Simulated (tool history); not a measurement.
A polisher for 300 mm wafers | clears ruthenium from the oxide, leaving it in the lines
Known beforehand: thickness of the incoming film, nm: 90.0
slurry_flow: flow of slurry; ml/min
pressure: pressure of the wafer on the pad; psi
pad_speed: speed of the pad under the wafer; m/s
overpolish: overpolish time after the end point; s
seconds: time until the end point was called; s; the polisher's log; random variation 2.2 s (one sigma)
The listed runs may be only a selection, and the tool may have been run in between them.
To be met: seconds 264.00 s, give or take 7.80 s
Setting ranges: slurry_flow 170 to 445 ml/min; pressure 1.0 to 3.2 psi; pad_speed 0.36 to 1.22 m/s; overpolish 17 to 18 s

run  hour  slurry_flow  pressure  pad_speed  overpolish  seconds
  1   0.0          285       2.1       0.78          17   109.19
  2   5.1          285       2.1       0.78          17   109.74
  3   6.7          285       2.1       0.78          18   108.97
  4   9.5          355       2.1       0.78          18   105.88
     17.1  -- worn pad replaced by a new one
  5  17.1          350       2.0       0.74          18   106.00
  6  24.8          350       2.0       0.56          18   139.18
  7  25.5          335       1.9       0.54          18   153.32
  8  26.3          320       1.8       0.54          18   159.64
  9  31.2          320       1.2       0.40          18   318.96
 10  37.2          330       1.2       0.40          18   310.65
 11  38.7          395       1.5       0.40          18   248.09

Consider the 5 candidate settings below. Which is the only one whose results all fall within their allowed miss of target?
  A  40.2          350       1.4       0.38          17        ?
  B  40.2          445       1.4       0.40          18        ?
  C  40.2          445       1.3       0.46          18        ?
  D  40.2          300       1.3       0.48          18        ?
  E  40.2          340       1.4       0.44          18        ?

move  seconds
   A   280.98
   B   263.38
   C   247.64
   D   244.81
   E   245.20
A: carries the result that was furthest off beyond its target, to the other side
B: meets every target
C: no nearer and no further than the last run
D: its largest miss is bigger than the last run's
E: its largest miss is bigger than the last run's
The right move is B.

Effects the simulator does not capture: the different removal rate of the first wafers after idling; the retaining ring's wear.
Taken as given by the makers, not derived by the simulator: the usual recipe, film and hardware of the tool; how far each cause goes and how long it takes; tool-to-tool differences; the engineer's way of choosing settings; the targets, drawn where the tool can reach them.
